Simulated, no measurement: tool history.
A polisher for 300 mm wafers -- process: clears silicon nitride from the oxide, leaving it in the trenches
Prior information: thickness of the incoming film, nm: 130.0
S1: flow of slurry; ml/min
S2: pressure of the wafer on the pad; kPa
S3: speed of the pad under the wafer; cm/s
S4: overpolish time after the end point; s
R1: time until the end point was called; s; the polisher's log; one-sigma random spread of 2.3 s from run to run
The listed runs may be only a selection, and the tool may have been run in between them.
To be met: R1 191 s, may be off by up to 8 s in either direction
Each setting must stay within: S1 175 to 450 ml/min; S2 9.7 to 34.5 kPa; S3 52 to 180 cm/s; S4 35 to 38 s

run 1 day=0 | S1=290 S2=22.1 S3=116 S4=35 | R1=86.68
run 2 day=0.238 | S1=290 S2=18.6 S3=108 S4=35 | R1=109.14
run 3 day=0.442 | S1=290 S2=15.9 S3=102 S4=35 | R1=134.94
run 4 day=0.771 | S1=290 S2=13.8 S3=100 S4=35 | R1=155.31
run 5 day=1.117 | S1=255 S2=13.8 S3=100 S4=35 | R1=159.32
-- day=1.438 head pressure recalibrated
run 6 day=1.438 | S1=255 S2=13.8 S3=78 S4=35 | R1=218.22
run 7 day=1.604 | S1=275 S2=14.5 S3=78 S4=35 | R1=209.93
run 8 day=1.892 | S1=280 S2=15.2 S3=78 S4=35 | R1=196.1
run 9 day=2.254 | S1=285 S2=15.2 S3=78 S4=35 | R1=200.58

4 next moves are on the table. One of them brings every result within its allowed miss. Which?
run A day=2.617 | S1=305 S2=15.2 S3=72 S4=35 | R1=?
run B day=2.617 | S1=325 S2=16.5 S3=80 S4=35 | R1=?
run C day=2.617 | S1=295 S2=15.2 S3=72 S4=38 | R1=?
run D day=2.617 | S1=265 S2=14.5 S3=86 S4=36 | R1=?

move=A R1=215.13
move=B R1=178.24
move=C R1=215.6
move=D R1=191.56
A: further off than the last run
B: takes the biggest miss from the last run beyond its target
C: further off than the last run
D: every result within its allowed miss
D meets every target.
